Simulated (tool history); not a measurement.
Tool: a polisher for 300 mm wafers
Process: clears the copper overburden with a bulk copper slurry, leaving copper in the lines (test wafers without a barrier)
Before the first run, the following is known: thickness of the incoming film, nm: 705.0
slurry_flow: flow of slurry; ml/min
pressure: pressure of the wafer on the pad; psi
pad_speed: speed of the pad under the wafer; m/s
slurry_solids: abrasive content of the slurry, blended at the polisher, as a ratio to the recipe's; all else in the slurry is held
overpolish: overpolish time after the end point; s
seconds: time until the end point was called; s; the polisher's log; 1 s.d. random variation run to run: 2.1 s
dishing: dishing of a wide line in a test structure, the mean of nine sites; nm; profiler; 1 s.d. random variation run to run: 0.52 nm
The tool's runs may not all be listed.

run	day	slurry_flow	pressure	pad_speed	slurry_solids	overpolish	seconds	dishing
1	0.000	150	1.8	0.90	1.00	30	139.49	38.173
2	0.067	175	1.8	0.90	1.00	30	136.44	37.979
3	0.267	175	1.8	1.08	1.00	30	118.69	39.709
4	0.588	175	1.8	0.94	1.00	30	130.53	37.978
5	0.954	175	1.8	1.04	1.00	30	120.41	39.221
6	1.054	170	1.6	1.04	1.00	34	138.35	38.493
7	1.104	165	1.5	1.04	1.00	39	146.50	38.391
8	1.188	155	1.4	1.04	0.95	43	163.46	37.230
9	1.450	145	1.3	1.04	1.05	46	170.25	37.393
10	1.546	145	1.2	1.02	1.10	49	181.22	37.162
11	1.596	150	1.1	1.00	1.15	51	197.52	36.265
12	1.779	145	1.1	0.98	1.10	53	203.80	37.281
13	1.825	145	1.1	0.98	1.10	54	206.92	35.746
14	2.183	135	1.1	0.98	1.15	55	204.27	36.326
15	2.267	150	1.1	0.98	1.10	56	202.69	37.472
16	2.321	155	1.1	0.98	1.10	57	203.42	36.980
17	2.629	165	1.1	0.96	1.05	57	205.49	37.343
18	2.933	165	1.1	0.96	1.05	57	203.46	36.420

Run 19 has not been measured yet. What should we expect?
19	3.208	165	1.1	0.96	1.05	57	?	?

seconds: 208.24 s
dishing: 37.820 nm

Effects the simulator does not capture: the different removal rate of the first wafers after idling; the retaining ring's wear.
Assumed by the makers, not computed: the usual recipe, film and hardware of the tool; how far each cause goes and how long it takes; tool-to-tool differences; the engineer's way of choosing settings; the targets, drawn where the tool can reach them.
